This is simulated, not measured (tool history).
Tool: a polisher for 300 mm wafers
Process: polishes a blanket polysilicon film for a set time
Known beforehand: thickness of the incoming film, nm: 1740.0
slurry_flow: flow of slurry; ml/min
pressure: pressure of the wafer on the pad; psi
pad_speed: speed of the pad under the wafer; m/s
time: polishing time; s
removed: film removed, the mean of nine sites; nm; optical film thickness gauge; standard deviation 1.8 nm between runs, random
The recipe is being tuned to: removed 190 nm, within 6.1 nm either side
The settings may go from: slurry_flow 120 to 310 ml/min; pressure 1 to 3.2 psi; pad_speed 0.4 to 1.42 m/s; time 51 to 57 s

run 1 hour=0 | slurry_flow=200 pressure=2.1 pad_speed=0.9 time=57 | removed=280.27
run 2 hour=8.2 | slurry_flow=200 pressure=2.1 pad_speed=0.9 time=57 | removed=279.98
run 3 hour=9.4 | slurry_flow=200 pressure=2 pad_speed=0.9 time=57 | removed=270.23
run 4 hour=16.5 | slurry_flow=200 pressure=1.9 pad_speed=0.9 time=57 | removed=253.89
run 5 hour=20.7 | slurry_flow=200 pressure=1.9 pad_speed=0.9 time=51 | removed=230.5
run 6 hour=24.8 | slurry_flow=200 pressure=1.9 pad_speed=0.9 time=57 | removed=256.92
run 7 hour=28.7 | slurry_flow=200 pressure=1.8 pad_speed=0.9 time=57 | removed=237.34
run 8 hour=32.5 | slurry_flow=200 pressure=1.8 pad_speed=0.9 time=57 | removed=241.19
run 9 hour=40 | slurry_flow=200 pressure=1.7 pad_speed=0.9 time=57 | removed=230.62
run 10 hour=41.3 | slurry_flow=200 pressure=1.6 pad_speed=0.9 time=57 | removed=219.18

Which one of the following 5 next-run settings gets every result inside its allowed miss? There is exactly one.
run A hour=42.6 | slurry_flow=210 pressure=1.4 pad_speed=0.92 time=55 | removed=?
run B hour=42.6 | slurry_flow=190 pressure=1.7 pad_speed=1 time=57 | removed=?
run C hour=42.6 | slurry_flow=245 pressure=1.7 pad_speed=0.96 time=56 | removed=?
run D hour=42.6 | slurry_flow=220 pressure=1.6 pad_speed=1 time=57 | removed=?
run E hour=42.6 | slurry_flow=195 pressure=1.6 pad_speed=0.78 time=52 | removed=?

move=A removed=188.83
move=B removed=252.29
move=C removed=245.83
move=D removed=242.58
move=E removed=171.26
A: every result within its allowed miss
B: moves away from the targets compared with the last run
C: moves away from the targets compared with the last run
D: moves away from the targets compared with the last run
E: carries the result that was furthest off beyond its target, to the other side
Go with A: it meets all targets.

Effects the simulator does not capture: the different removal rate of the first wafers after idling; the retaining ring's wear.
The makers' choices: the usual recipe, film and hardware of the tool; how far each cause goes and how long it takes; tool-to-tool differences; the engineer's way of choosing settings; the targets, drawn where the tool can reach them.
